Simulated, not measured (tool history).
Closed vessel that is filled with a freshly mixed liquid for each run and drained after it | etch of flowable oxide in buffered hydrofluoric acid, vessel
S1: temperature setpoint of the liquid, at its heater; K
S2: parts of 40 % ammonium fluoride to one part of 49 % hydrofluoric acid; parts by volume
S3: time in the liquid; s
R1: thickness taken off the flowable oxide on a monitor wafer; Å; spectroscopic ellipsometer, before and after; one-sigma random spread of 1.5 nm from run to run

{"run": 1, "hour": 0.0, "S1": 293.15, "S2": 11.5, "S3": 95, "R1": 2018.2}
{"run": 2, "hour": 2.3, "S1": 294.15, "S2": 11.5, "S3": 95, "R1": 2151.5}
{"run": 3, "hour": 10.6, "S1": 294.15, "S2": 13, "S3": 95, "R1": 1920.5}
{"run": 4, "hour": 16.3, "S1": 294.15, "S2": 15, "S3": 95, "R1": 1675.4}
{"run": 5, "hour": 18.8, "S1": 292.65, "S2": 15, "S3": 95, "R1": 1539.7}
{"run": 6, "hour": 27.8, "S1": 295.15, "S2": 15, "S3": 95, "R1": 1759.8}
{"run": 7, "hour": 34.3, "S1": 296.65, "S2": 15, "S3": 95, "R1": 1915.8}

Run 8 is up next; what results do you expect?
{"run": 8, "hour": 35.8, "S1": 300.65, "S2": 14.5, "S3": 95, "R1": "?"}

{"run 8": {"R1": 2450.4}}
